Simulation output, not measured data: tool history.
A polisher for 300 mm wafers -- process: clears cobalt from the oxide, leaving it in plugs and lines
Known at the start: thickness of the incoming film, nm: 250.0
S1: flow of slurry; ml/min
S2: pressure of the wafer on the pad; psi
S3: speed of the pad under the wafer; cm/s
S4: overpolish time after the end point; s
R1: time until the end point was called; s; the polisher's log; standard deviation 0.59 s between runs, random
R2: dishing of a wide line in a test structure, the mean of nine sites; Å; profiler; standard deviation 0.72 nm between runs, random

{"run": 1, "hour": 0.0, "S1": 185, "S2": 1.4, "S3": 116, "S4": 11, "R1": 58.523, "R2": 308.97}
{"run": 2, "hour": 2.4, "S1": 185, "S2": 1.4, "S3": 90, "S4": 11, "R1": 74.201, "R2": 263.5}
{"run": 3, "hour": 6.8, "S1": 185, "S2": 1.4, "S3": 90, "S4": 7, "R1": 73.266, "R2": 189.29}
{"run": 4, "hour": 13.9, "S1": 155, "S2": 1.4, "S3": 90, "S4": 7, "R1": 76.269, "R2": 189.62}
{"hour": 21.8, "done": "head pressure recalibrated"}
{"run": 5, "hour": 21.8, "S1": 185, "S2": 1.4, "S3": 90, "S4": 7, "R1": 77.458, "R2": 179.35}
{"run": 6, "hour": 25.0, "S1": 140, "S2": 1.4, "S3": 90, "S4": 7, "R1": 79.903, "R2": 174.96}

Run 7 has not been measured yet. What should we expect?
{"run": 7, "hour": 27.5, "S1": 145, "S2": 1.5, "S3": 90, "S4": 7, "R1": "?", "R2": "?"}

For run 7 the tool returned R1 79.010 s, R2 193.44 Å.
